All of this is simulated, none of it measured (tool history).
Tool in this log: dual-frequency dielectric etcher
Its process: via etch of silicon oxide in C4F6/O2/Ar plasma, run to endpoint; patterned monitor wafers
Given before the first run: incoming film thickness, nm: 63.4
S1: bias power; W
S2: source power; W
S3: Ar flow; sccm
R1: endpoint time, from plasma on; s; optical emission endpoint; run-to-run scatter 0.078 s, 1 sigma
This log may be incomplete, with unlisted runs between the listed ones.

{"run": 1, "hour": 0.0, "S1": 479, "S2": 250, "S3": 293, "R1": 16.251}
{"run": 2, "hour": 5.2, "S1": 520, "S2": 260, "S3": 290, "R1": 15.558}
{"run": 3, "hour": 13.5, "S1": 520, "S2": 280, "S3": 290, "R1": 14.682}
{"run": 4, "hour": 17.9, "S1": 520, "S2": 300, "S3": 290, "R1": 14.349}
{"run": 5, "hour": 18.5, "S1": 520, "S2": 300, "S3": 242, "R1": 13.914}
{"run": 6, "hour": 23.6, "S1": 457, "S2": 300, "S3": 242, "R1": 14.621}
{"run": 7, "hour": 26.7, "S1": 478, "S2": 300, "S3": 242, "R1": 14.275}

What will run 8 give?
{"run": 8, "hour": 31.7, "S1": 478, "S2": 300, "S3": 242, "R1": "?"}

{"run 8": {"R1": 14.27}}
